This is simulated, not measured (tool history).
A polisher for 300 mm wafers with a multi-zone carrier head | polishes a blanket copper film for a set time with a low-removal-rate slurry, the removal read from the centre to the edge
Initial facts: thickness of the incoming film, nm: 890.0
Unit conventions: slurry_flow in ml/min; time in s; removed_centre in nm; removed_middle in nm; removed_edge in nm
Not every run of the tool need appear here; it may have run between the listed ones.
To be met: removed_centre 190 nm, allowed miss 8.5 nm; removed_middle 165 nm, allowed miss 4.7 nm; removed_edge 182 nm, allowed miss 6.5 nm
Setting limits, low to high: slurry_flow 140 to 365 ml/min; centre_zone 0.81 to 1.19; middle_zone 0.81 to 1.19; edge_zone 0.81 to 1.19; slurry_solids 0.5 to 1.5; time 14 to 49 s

| run | hour | slurry_flow | centre_zone | middle_zone | edge_zone | slurry_solids | time | removed_centre | removed_middle | removed_edge |
|---|---|---|---|---|---|---|---|---|---|---|
| 1 | 0 | 235 | 1 | 1 | 1 | 1 | 31 | 117.95 | 119.67 | 118.89 |
| 2 | 0.9 | 240 | 1.01 | 1 | 1.02 | 1.05 | 32 | 123.04 | 124.55 | 126.96 |
| 3 | 6.9 | 240 | 1.01 | 0.92 | 1.02 | 1.05 | 32 | 122.24 | 116.89 | 124.14 |
| 4 | 15.8 | 245 | 1.03 | 0.93 | 1.04 | 1.1 | 33 | 130.84 | 122.42 | 129.89 |
| 5 | 19.8 | 245 | 1.03 | 0.93 | 1.04 | 0.95 | 33 | 126.98 | 118.95 | 128.98 |
| 6 | 23.6 | 245 | 1.03 | 0.93 | 1.04 | 0.95 | 26 | 101.65 | 94.084 | 100.22 |
| 7 | 29.3 | 245 | 1.04 | 0.93 | 1.05 | 1 | 28 | 110.81 | 102.84 | 111.32 |
| 8 | 33.9 | 250 | 1.06 | 0.94 | 1.06 | 1.05 | 29 | 118.04 | 108.6 | 117.21 |
| 9 | 39.2 | 255 | 1.08 | 0.95 | 1.07 | 1.1 | 30 | 127.19 | 113 | 120.05 |
| 10 | 44.8 | 250 | 1.08 | 0.95 | 1.08 | 1.15 | 31 | 130.68 | 118.33 | 126.41 |
| 11 | 46.4 | 250 | 1.09 | 0.95 | 1.09 | 1.2 | 32 | 135.59 | 123.04 | 131.2 |
| 12 | 54.1 | 275 | 1.16 | 0.93 | 1.18 | 1.45 | 41 | 194.35 | 160.21 | 183.6 |

5 next moves are on the table. One of them brings every result within its allowed miss. Which?
| A | 61.8 | 300 | 1.13 | 0.95 | 1.15 | 1.25 | 42 | ? | ? | ? |
| B | 61.8 | 290 | 1.17 | 0.81 | 1.18 | 1.5 | 43 | ? | ? | ? |
| C | 61.8 | 250 | 1.19 | 0.91 | 1.04 | 1.45 | 44 | ? | ? | ? |
| D | 61.8 | 280 | 1.15 | 0.9 | 1.19 | 1.4 | 41 | ? | ? | ? |
| E | 61.8 | 250 | 1.19 | 0.82 | 1.18 | 1.5 | 44 | ? | ? | ? |

| move | removed_centre | removed_middle | removed_edge |
|---|---|---|---|
| A | 193.67 | 163.58 | 179.03 |
| B | 210.39 | 150.57 | 191.09 |
| C | 214.01 | 165.9 | 179.87 |
| D | 194.29 | 154.27 | 180.25 |
| E | 215.07 | 153.07 | 193.08 |
A: each result inside its tolerance
B: the biggest miss grows against the last run
C: the worst result of the last run now meets its target, but another is out of spec
D: the biggest miss grows against the last run
E: the biggest miss grows against the last run
A is the move that brings every result within its allowed miss.

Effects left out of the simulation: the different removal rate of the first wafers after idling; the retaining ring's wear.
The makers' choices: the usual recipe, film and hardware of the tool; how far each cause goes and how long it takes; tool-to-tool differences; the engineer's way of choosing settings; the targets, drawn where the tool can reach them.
